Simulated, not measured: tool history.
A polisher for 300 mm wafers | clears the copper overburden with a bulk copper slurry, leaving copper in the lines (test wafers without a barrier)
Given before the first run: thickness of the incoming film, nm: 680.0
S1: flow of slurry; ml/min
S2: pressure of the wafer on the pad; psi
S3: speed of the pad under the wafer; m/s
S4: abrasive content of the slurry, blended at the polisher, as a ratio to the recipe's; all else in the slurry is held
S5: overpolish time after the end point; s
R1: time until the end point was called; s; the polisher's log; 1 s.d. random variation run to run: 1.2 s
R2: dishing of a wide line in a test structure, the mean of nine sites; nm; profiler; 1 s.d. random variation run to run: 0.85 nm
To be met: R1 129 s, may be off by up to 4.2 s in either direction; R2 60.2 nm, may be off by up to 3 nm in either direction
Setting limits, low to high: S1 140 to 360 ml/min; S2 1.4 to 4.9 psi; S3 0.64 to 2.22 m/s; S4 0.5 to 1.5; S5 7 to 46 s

run,hour,S1,S2,S3,S4,S5,R1,R2
1,0,230,3.1,1.42,1,24,50.908,82.709
2,5.5,230,2.9,1.36,1,23,55.558,79.417
3,8.1,280,2.9,1.36,1,23,55.038,80.74
4,13.9,280,2.7,1.28,1,22,61.914,77.282
# hour 18.3: slurry blender recalibrated
5,18.3,280,2.5,1.22,1,21,63.893,73.411
6,22.4,280,2.5,0.98,1,21,81.383,70.056
7,24,270,1.6,0.86,1,21,138.33,50.129
8,32.9,280,1.6,0.86,1,23,137.57,52.067
9,36.8,290,1.6,0.86,1,24,137.39,53.473
10,42,320,1.9,0.84,1,35,118.83,66.094
11,43.5,315,1.9,0.84,1,35,120.81,68.79

4 next moves are on the table. One of them brings every result within its allowed miss. Which?
A,45,360,1.9,0.84,0.95,32,?,?
B,45,320,1.4,1.22,1.05,26,?,?
C,45,360,2.3,0.66,0.8,25,?,?
D,45,325,1.5,1.06,0.95,22,?,?

move,R1,R2
A,120.36,67.06
B,111.1,59.942
C,130.33,61.066
D,121.54,55.106
A: nearer the targets than the last run, but a result is still out of spec
B: corrects the largest miss of the last run, while another result sits out of spec
C: all results in spec
D: the result that was furthest off in the last run now lies on the other side of its target
C meets every target.
